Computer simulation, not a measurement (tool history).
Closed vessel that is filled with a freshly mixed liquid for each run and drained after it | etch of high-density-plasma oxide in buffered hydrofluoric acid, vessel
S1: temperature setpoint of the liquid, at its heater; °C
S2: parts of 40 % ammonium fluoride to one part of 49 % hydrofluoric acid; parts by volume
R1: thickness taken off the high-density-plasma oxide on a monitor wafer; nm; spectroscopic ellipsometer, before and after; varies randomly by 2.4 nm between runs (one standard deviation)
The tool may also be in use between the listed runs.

run 1 hour=0.0 | S1=23.0 S2=9.0 time_in_the_liquid_(s)=85 | R1=179.36
run 2 hour=6.1 | S1=23.0 S2=11.0 time_in_the_liquid_(s)=85 | R1=153.49
run 3 hour=7.8 | S1=21.0 S2=11.0 time_in_the_liquid_(s)=85 | R1=136.69
run 4 hour=15.9 | S1=24.0 S2=10.5 time_in_the_liquid_(s)=85 | R1=167.89
run 5 hour=18.6 | S1=26.0 S2=10.0 time_in_the_liquid_(s)=85 | R1=196.74
run 6 hour=22.0 | S1=27.5 S2=9.5 time_in_the_liquid_(s)=85 | R1=220.31

Run 7 is up next; what results do you expect?
run 7 hour=27.2 | S1=28.5 S2=9.5 time_in_the_liquid_(s)=85 | R1=?

{"run 7": {"R1": 233.2}}
